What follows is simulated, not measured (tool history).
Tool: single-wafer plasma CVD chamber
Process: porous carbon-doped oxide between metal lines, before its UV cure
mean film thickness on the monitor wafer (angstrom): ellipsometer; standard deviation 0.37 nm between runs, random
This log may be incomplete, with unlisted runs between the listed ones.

| run | hour | heater temperature setpoint (K) | RF power (kW) | deposition time (s) | mean film thickness on the monitor wafer (angstrom) |
|---|---|---|---|---|---|
| 1 | 0 | 578.15 | 0.39 | 16 | 647.08 |
| 2 | 5.1 | 573.15 | 0.4 | 16 | 681.41 |
| 3 | 11.3 | 569.15 | 0.4 | 16 | 702.63 |
| 4 | 18.9 | 569.15 | 0.4 | 16 | 701.92 |
| 5 | 24.3 | 566.15 | 0.4 | 16 | 712.62 |
| 6 | 25.7 | 563.15 | 0.405 | 16 | 743.13 |
| 7 | 26.8 | 562.15 | 0.405 | 16 | 745.19 |
| 8 | 34.8 | 561.15 | 0.405 | 16 | 745.22 |

Predict the results of run 9:
| 9 | 37.1 | 555.15 | 0.415 | 16 | ? |

Run 9 produced mean film thickness on the monitor wafer (angstrom) 798.05.
